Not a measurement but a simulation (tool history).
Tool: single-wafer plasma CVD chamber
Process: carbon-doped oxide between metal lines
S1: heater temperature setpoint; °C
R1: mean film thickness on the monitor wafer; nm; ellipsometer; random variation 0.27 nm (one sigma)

{"run": 1, "day": 0.0, "S1": 365, "chamber pressure (Torr)": 5.49, "RF power (kW)": 0.475, "deposition time (s)": 18.4, "R1": 98.29}
{"run": 2, "day": 0.342, "S1": 369, "chamber pressure (Torr)": 5.17, "RF power (kW)": 0.47, "deposition time (s)": 18.4, "R1": 95.678}
{"run": 3, "day": 0.675, "S1": 369, "chamber pressure (Torr)": 5.17, "RF power (kW)": 0.42, "deposition time (s)": 18.4, "R1": 84.267}
{"run": 4, "day": 0.904, "S1": 369, "chamber pressure (Torr)": 4.36, "RF power (kW)": 0.42, "deposition time (s)": 18.4, "R1": 82.812}
{"run": 5, "day": 1.104, "S1": 362, "chamber pressure (Torr)": 4.36, "RF power (kW)": 0.42, "deposition time (s)": 18.4, "R1": 84.629}
{"run": 6, "day": 1.396, "S1": 362, "chamber pressure (Torr)": 4.36, "RF power (kW)": 0.42, "deposition time (s)": 18.4, "R1": 84.172}
{"run": 7, "day": 1.604, "S1": 358, "chamber pressure (Torr)": 4.79, "RF power (kW)": 0.425, "deposition time (s)": 18.4, "R1": 87.166}
{"run": 8, "day": 1.833, "S1": 355, "chamber pressure (Torr)": 5.05, "RF power (kW)": 0.425, "deposition time (s)": 18.4, "R1": 88.295}

The next listed run, before its measurement:
{"run": 9, "day": 2.183, "S1": 353, "chamber pressure (Torr)": 5.26, "RF power (kW)": 0.425, "deposition time (s)": 18.4, "R1": "?"}

R1: 89.154 nm
